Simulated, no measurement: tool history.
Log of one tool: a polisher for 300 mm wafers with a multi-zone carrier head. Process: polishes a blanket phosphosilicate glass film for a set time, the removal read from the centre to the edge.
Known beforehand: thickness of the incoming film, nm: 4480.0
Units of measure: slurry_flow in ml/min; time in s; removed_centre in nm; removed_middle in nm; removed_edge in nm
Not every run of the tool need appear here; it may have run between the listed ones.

| run | day | slurry_flow | centre_zone | middle_zone | edge_zone | slurry_solids | time | removed_centre | removed_middle | removed_edge |
|---|---|---|---|---|---|---|---|---|---|---|
| 1 | 0.000 | 310 | 1.00 | 1.00 | 1.00 | 1.00 | 83 | 822.71 | 806.49 | 842.24 |
| 2 | 0.296 | 310 | 1.00 | 1.00 | 1.00 | 1.15 | 83 | 878.57 | 853.28 | 883.38 |
| 3 | 0.612 | 310 | 1.05 | 1.00 | 1.00 | 1.15 | 83 | 917.75 | 851.87 | 887.98 |
| 4 | 0.683 | 390 | 1.05 | 1.00 | 1.00 | 1.15 | 83 | 941.85 | 856.57 | 907.51 |
| 5 | 0.925 | 390 | 1.05 | 1.00 | 1.00 | 1.15 | 100 | 1114.40 | 1038.90 | 1072.60 |
| 6 | 1.100 | 390 | 1.05 | 0.92 | 1.00 | 1.15 | 100 | 1113.80 | 991.51 | 1046.80 |
| 7 | 1.300 | 390 | 1.05 | 0.92 | 1.00 | 1.15 | 100 | 1114.60 | 987.51 | 1083.40 |

Run 8 is up next; what results do you expect?
| 8 | 1.554 | 380 | 1.03 | 0.94 | 0.96 | 1.00 | 97 | ? | ? | ? |

removed_centre: 994.05 nm
removed_middle: 921.34 nm
removed_edge: 958.87 nm
